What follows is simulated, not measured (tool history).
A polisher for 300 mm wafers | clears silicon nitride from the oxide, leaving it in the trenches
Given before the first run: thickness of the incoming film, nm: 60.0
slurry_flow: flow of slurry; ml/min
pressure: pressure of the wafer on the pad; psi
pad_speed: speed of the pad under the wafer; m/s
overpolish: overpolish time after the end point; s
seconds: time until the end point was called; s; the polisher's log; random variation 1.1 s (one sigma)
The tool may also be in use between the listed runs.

run 1 hour=0 | slurry_flow=220 pressure=3.4 pad_speed=0.76 overpolish=45 | seconds=70.004
run 2 hour=1.8 | slurry_flow=220 pressure=4 pad_speed=0.76 overpolish=45 | seconds=59.519
run 3 hour=7 | slurry_flow=220 pressure=3.7 pad_speed=0.76 overpolish=45 | seconds=64.587
run 4 hour=11.3 | slurry_flow=270 pressure=3.7 pad_speed=0.76 overpolish=45 | seconds=62.313
run 5 hour=16.7 | slurry_flow=265 pressure=3.4 pad_speed=0.76 overpolish=45 | seconds=67.037
run 6 hour=19.3 | slurry_flow=265 pressure=3.4 pad_speed=0.76 overpolish=45 | seconds=68.394
run 7 hour=27 | slurry_flow=265 pressure=3.4 pad_speed=0.76 overpolish=45 | seconds=67.508
run 8 hour=28.8 | slurry_flow=260 pressure=3.1 pad_speed=0.76 overpolish=45 | seconds=73.81
run 9 hour=37.3 | slurry_flow=260 pressure=3.1 pad_speed=0.76 overpolish=45 | seconds=73.873

Run 10 comes next. What will it give?
-- hour=40.8 slurry nozzle cleaned
run 10 hour=40.8 | slurry_flow=255 pressure=2.9 pad_speed=0.76 overpolish=45 | seconds=?

seconds: 75.73 s

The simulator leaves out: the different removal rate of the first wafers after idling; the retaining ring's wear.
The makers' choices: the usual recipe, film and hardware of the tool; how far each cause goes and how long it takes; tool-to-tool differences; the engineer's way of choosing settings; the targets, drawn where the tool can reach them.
